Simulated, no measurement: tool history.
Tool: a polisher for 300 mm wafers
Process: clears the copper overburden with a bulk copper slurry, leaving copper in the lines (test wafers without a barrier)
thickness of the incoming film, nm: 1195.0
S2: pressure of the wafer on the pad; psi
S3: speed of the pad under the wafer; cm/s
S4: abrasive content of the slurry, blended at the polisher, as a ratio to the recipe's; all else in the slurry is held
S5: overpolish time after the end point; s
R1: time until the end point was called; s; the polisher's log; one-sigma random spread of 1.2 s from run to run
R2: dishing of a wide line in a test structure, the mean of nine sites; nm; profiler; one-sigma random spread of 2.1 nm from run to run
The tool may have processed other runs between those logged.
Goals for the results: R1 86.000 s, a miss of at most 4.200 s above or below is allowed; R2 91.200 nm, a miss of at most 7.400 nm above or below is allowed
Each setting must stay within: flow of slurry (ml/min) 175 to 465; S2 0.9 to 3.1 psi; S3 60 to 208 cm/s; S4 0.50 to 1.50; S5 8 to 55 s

run 1 hour=0.0 | flow_of_slurry_(ml/min)=295 S2=2.0 S3=134 S4=1.00 S5=28 | R1=116.660 R2=79.726
run 2 hour=4.4 | flow_of_slurry_(ml/min)=295 S2=2.1 S3=134 S4=1.00 S5=28 | R1=113.620 R2=79.962
run 3 hour=13.2 | flow_of_slurry_(ml/min)=295 S2=2.1 S3=134 S4=1.00 S5=20 | R1=109.950 R2=73.051
run 4 hour=14.4 | flow_of_slurry_(ml/min)=295 S2=2.1 S3=150 S4=1.00 S5=20 | R1=102.830 R2=74.536
run 5 hour=17.3 | flow_of_slurry_(ml/min)=295 S2=2.2 S3=150 S4=1.00 S5=23 | R1=97.379 R2=80.836
run 6 hour=19.2 | flow_of_slurry_(ml/min)=295 S2=2.0 S3=150 S4=1.00 S5=23 | R1=108.260 R2=78.227
-- hour=23.6 slurry nozzle cleaned
run 7 hour=23.6 | flow_of_slurry_(ml/min)=295 S2=2.1 S3=152 S4=1.00 S5=25 | R1=98.833 R2=81.448
run 8 hour=27.4 | flow_of_slurry_(ml/min)=295 S2=2.2 S3=152 S4=1.00 S5=26 | R1=91.240 R2=80.265
run 9 hour=29.2 | flow_of_slurry_(ml/min)=295 S2=2.2 S3=152 S4=1.00 S5=29 | R1=90.773 R2=86.098
run 10 hour=35.5 | flow_of_slurry_(ml/min)=295 S2=2.2 S3=152 S4=1.00 S5=29 | R1=93.350 R2=87.012

Pick the move, out of 5, that brings all results within their allowed miss; only one does.
run A hour=41.8 | flow_of_slurry_(ml/min)=205 S2=2.3 S3=168 S4=0.75 S5=41 | R1=? R2=?
run B hour=41.8 | flow_of_slurry_(ml/min)=255 S2=2.1 S3=142 S4=1.00 S5=27 | R1=? R2=?
run C hour=41.8 | flow_of_slurry_(ml/min)=325 S2=1.9 S3=160 S4=0.95 S5=37 | R1=? R2=?
run D hour=41.8 | flow_of_slurry_(ml/min)=315 S2=2.4 S3=130 S4=0.75 S5=44 | R1=? R2=?
run E hour=41.8 | flow_of_slurry_(ml/min)=330 S2=2.0 S3=146 S4=0.80 S5=35 | R1=? R2=?

move=A R1=89.771 R2=88.799
move=B R1=107.800 R2=82.070
move=C R1=104.500 R2=84.154
move=D R1=106.760 R2=89.128
move=E R1=111.890 R2=84.062
A: in spec on every target
B: the biggest miss grows against the last run
C: the biggest miss grows against the last run
D: the biggest miss grows against the last run
E: the biggest miss grows against the last run
The move that meets every target is A.

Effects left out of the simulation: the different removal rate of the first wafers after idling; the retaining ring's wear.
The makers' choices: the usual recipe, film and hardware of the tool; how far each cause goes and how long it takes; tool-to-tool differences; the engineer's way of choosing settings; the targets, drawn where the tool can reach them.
